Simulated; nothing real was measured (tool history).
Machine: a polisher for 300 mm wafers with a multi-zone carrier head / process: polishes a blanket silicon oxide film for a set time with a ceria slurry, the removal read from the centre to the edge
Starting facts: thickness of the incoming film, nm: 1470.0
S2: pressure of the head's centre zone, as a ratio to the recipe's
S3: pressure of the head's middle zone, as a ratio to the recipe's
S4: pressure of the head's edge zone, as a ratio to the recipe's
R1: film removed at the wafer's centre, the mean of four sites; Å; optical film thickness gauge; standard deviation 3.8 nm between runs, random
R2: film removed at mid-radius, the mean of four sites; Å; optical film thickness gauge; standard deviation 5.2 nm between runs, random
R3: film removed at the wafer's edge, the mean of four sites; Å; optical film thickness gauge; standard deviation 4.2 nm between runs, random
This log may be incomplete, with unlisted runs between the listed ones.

Run 1, hour 0.0: flow of slurry (ml/min) 240, S2 1.00, S3 1.00, S4 1.00, polishing time (s) 80. Result: R1 6145.9 Å, R2 5852.7 Å, R3 6104.3 Å.
Run 2, hour 5.9: flow of slurry (ml/min) 240, S2 0.95, S3 1.00, S4 1.00, polishing time (s) 80. Result: R1 5748.2 Å, R2 5903.7 Å, R3 6163.7 Å.
Run 3, hour 8.6: flow of slurry (ml/min) 240, S2 0.95, S3 1.00, S4 1.08, polishing time (s) 80. Result: R1 5741.6 Å, R2 5942.7 Å, R3 6294.9 Å.
Run 4, hour 12.5: flow of slurry (ml/min) 235, S2 0.95, S3 1.00, S4 1.06, polishing time (s) 79. Result: R1 5727.6 Å, R2 5786.0 Å, R3 6257.2 Å.
Run 5, hour 20.4: flow of slurry (ml/min) 235, S2 0.95, S3 1.00, S4 1.13, polishing time (s) 79. Result: R1 5690.7 Å, R2 5747.2 Å, R3 6459.1 Å.
Run 6, hour 26.8: flow of slurry (ml/min) 235, S2 0.95, S3 0.91, S4 1.13, polishing time (s) 79. Result: R1 5673.4 Å, R2 5299.0 Å, R3 6429.1 Å.
Run 7, hour 33.2: flow of slurry (ml/min) 230, S2 0.95, S3 0.92, S4 1.10, polishing time (s) 79. Result: R1 5605.3 Å, R2 5375.5 Å, R3 6339.3 Å.
Run 8, hour 39.5: flow of slurry (ml/min) 225, S2 0.95, S3 0.93, S4 1.08, polishing time (s) 79. Result: R1 5651.7 Å, R2 5379.2 Å, R3 6257.0 Å.
Run 9, hour 48.0: flow of slurry (ml/min) 220, S2 0.94, S3 0.94, S4 1.06, polishing time (s) 79. Result: R1 5581.1 Å, R2 5418.6 Å, R3 6140.6 Å.

Run 10, settings as shown, results not yet in. Your forecast:
Run 10, hour 49.2: flow of slurry (ml/min) 215, S2 0.93, S3 0.95, S4 1.05, polishing time (s) 79. Result: R1 ?, R2 ?, R3 ?.

For run 10 the tool returned R1 5493.7 Å, R2 5525.0 Å, R3 6136.3 Å.

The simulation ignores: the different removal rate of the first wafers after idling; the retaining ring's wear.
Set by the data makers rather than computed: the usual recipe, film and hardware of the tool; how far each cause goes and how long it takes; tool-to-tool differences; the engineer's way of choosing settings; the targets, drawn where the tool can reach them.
